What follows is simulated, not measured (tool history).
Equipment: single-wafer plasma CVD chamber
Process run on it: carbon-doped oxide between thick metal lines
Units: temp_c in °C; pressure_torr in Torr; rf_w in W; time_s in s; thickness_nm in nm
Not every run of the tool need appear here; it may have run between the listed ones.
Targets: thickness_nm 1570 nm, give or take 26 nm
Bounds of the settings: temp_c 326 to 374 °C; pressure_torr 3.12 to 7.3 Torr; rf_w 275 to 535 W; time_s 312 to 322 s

run  hour  temp_c  pressure_torr  rf_w  time_s  thickness_nm
  1     0     350           5.21   405     312        1404.9
  2     6     361           5.21   405     312        1371.1
  3     9     361           5.21   405     312        1375.7
  4  14.2     359           5.66   415     312        1427.4
  5  19.9     357           6.01   420     312          1451
  6  27.7     357           6.01   450     312        1507.1
  7  36.2     356           6.17   450     312        1517.4
  8  42.2     355            6.3   450     312        1524.9
  9  50.9     354           6.41   450     312        1535.6
 10  56.7     354           6.41   450     312        1525.3

5 candidate next runs follow, results not yet known. Just one meets every target within its allowed miss. Identify it.
  A  62.5     355           7.08   455     314             ?
  B  62.5     353           6.83   430     313             ?
  C  62.5     356           6.52   425     312             ?
  D  62.5     357           5.96   440     319             ?
  E  62.5     356            6.1   440     312             ?

move  thickness_nm
   A        1557.6
   B        1502.7
   C        1471.3
   D        1516.2
   E        1491.5
A: all results in spec
B: its largest miss is bigger than the last run's
C: its largest miss is bigger than the last run's
D: its largest miss is bigger than the last run's
E: its largest miss is bigger than the last run's
A meets every target.

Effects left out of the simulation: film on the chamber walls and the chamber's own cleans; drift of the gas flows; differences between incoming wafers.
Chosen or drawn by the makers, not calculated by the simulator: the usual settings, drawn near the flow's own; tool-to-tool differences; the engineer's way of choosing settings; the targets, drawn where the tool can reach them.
